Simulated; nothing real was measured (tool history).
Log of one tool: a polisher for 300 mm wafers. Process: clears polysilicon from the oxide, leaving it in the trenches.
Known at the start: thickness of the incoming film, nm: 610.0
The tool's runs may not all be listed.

run	day	flow of slurry (ml/min)	pressure of the wafer on the pad (kPa)	speed of the pad under the wafer (cm/s)	overpolish time after the end point (s)	time until the end point was called (s)	dishing of a wide line in a test structure (Å)
1	0.000	275	22.8	84	9	53.360	399.29
2	0.288	275	25.5	84	8	47.704	390.84
3	0.638	275	25.5	84	6	47.697	364.54
4	0.967	275	28.3	84	7	43.314	389.23
5	1.021	275	30.3	84	7	40.127	392.69
6	1.312	275	31.7	84	7	39.063	395.66

The next listed run, before its measurement:
7	1.433	275	33.1	86	7	?	?

time until the end point was called (s): 35.732
dishing of a wide line in a test structure (Å): 402.62

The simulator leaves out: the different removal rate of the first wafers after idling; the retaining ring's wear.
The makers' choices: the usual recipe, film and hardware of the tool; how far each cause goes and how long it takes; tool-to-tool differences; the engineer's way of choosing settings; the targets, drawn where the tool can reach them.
